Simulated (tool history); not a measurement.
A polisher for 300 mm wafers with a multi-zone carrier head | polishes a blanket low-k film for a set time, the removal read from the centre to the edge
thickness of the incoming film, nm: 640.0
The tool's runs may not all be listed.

run  hour  flow of slurry (ml/min)  pressure of the head's centre zone  pressure of the head's middle zone  pressure of the head's edge zone  abrasive content of the slurry  polishing time (s)  film removed at the wafer's centre (Å)  film removed at mid-radius (Å)  film removed at the wafer's edge (Å)
  1     0                      235                                   1                                   1                                 1                               1                  59                                  163.04                          170.65                                164.72
  2   1.6                      235                                   1                                0.97                              1.05                            1.15                  60                                  176.82                          181.56                                184.96
  3     7                      235                                   1                                0.97                              1.05                               1                  60                                  165.05                          173.83                                174.73
  4   7.6                      240                                1.01                                0.95                              1.09                            1.15                  61                                  182.03                           180.3                                186.79
  5    15                      225                                0.99                                0.92                               1.1                            1.25                  64                                  193.27                          188.26                                203.71
  6  20.7                      230                                0.98                                0.91                              1.12                             1.3                  65                                  193.48                          193.03                                209.56
  7  23.3                      220                                0.98                                 0.9                              1.13                            1.35                  67                                   202.5                          199.84                                220.53
  8  27.7                      230                                0.98                                0.89                              1.15                             1.4                  68                                     213                          204.42                                229.17
  9  35.9                      230                                0.97                                0.88                              1.16                            1.45                  69                                  211.65                          207.25                                238.23

The next listed run, before its measurement:
 10  38.5                      235                                0.98                                0.88                              1.17                            1.45                  69                                       ?                               ?                                     ?

film removed at the wafer's centre (Å): 216.57
film removed at mid-radius (Å): 205.14
film removed at the wafer's edge (Å): 236.63

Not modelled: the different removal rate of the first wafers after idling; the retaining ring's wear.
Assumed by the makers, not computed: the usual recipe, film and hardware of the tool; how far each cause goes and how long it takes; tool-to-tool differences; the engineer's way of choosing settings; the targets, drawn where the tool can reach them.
